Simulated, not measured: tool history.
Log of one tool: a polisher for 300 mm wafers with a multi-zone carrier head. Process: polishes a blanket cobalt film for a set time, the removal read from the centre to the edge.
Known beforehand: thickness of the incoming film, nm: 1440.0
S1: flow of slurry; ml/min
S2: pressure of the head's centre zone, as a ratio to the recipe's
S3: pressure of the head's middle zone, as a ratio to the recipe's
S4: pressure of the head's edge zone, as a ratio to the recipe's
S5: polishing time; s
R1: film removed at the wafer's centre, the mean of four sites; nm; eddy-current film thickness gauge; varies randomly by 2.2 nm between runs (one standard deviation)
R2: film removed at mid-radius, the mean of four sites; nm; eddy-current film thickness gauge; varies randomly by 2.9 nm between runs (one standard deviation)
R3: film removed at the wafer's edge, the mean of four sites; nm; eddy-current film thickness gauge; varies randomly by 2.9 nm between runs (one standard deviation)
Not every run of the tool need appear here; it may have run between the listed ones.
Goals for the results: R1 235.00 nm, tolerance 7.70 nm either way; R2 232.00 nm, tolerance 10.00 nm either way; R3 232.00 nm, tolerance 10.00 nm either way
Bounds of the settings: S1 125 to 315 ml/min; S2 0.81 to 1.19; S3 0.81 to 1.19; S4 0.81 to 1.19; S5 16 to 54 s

run,day,S1,S2,S3,S4,S5,R1,R2,R3
1,0.000,205,1.00,1.00,1.00,35,202.37,191.72,198.28
2,0.183,205,1.00,1.00,1.00,40,229.23,221.46,224.89
3,0.392,205,1.00,1.00,1.05,40,225.27,222.08,230.28
4,0.642,205,1.07,1.00,1.05,40,240.57,224.78,232.78
5,0.696,250,1.07,1.00,1.05,40,249.87,224.30,233.99
6,0.821,250,1.07,1.00,1.05,47,292.57,271.29,268.85
7,1.167,250,1.05,0.99,1.03,46,283.78,256.25,260.72
8,1.500,250,1.03,0.99,1.02,46,272.76,255.64,266.67
9,1.767,245,1.02,1.00,1.01,45,267.59,250.51,261.52
10,1.896,235,1.02,1.00,1.01,44,255.09,245.58,255.37
11,2.129,230,1.02,1.01,1.01,43,250.22,238.74,243.05
12,2.208,230,1.01,1.01,1.00,43,250.63,245.29,248.75
13,2.412,225,1.01,1.01,0.99,43,253.04,237.46,244.55
14,2.688,225,1.01,1.02,0.99,43,246.80,241.91,243.31
15,2.979,225,1.01,1.02,0.98,43,248.93,245.97,244.82
16,3.338,225,1.01,1.02,0.97,43,253.03,242.77,242.70

Which one of the following 5 next-run settings gets every result inside its allowed miss? There is exactly one.
A,3.696,240,1.02,1.06,1.02,40,?,?,?
B,3.696,230,1.01,0.89,1.00,45,?,?,?
C,3.696,155,0.89,0.94,1.03,48,?,?,?
D,3.696,250,0.96,0.94,1.05,44,?,?,?
E,3.696,185,0.87,0.95,1.06,45,?,?,?

move,R1,R2,R3
A,238.50,240.41,232.04
B,264.13,232.29,258.36
C,235.60,243.78,266.52
D,250.00,240.19,259.91
E,224.30,237.85,258.80
A: all results land within tolerance of their targets
B: its largest miss is bigger than the last run's
C: puts the biggest miss on target and leaves a different result outside tolerance
D: its largest miss is bigger than the last run's
E: pushes the last run's worst result past its target
Move A is the one to make.

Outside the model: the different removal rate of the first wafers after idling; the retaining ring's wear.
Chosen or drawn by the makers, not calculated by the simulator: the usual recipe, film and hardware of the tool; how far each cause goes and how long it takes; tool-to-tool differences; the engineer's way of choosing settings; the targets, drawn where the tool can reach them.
